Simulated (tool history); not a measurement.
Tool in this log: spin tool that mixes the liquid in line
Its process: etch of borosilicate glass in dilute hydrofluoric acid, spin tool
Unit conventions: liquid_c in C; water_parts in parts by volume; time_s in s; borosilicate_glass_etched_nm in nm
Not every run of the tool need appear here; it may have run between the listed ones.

run	hour	liquid_c	water_parts	time_s	borosilicate_glass_etched_nm
1	0	21	50	45	21.113
2	1	21	65	45	16.173
3	4	23	55	45	20.984
4	12	23	55	50	23.151
5	16.5	24.5	50	50	27.069
6	21.5	24.5	40	50	34.475
7	25.3	25.5	40	50	35.861
8	28.1	26.5	40	50	37.542

Estimate the outcome of run 9 from the log above:
9	30.1	27	40	50	?

borosilicate_glass_etched_nm: 38.565 nm
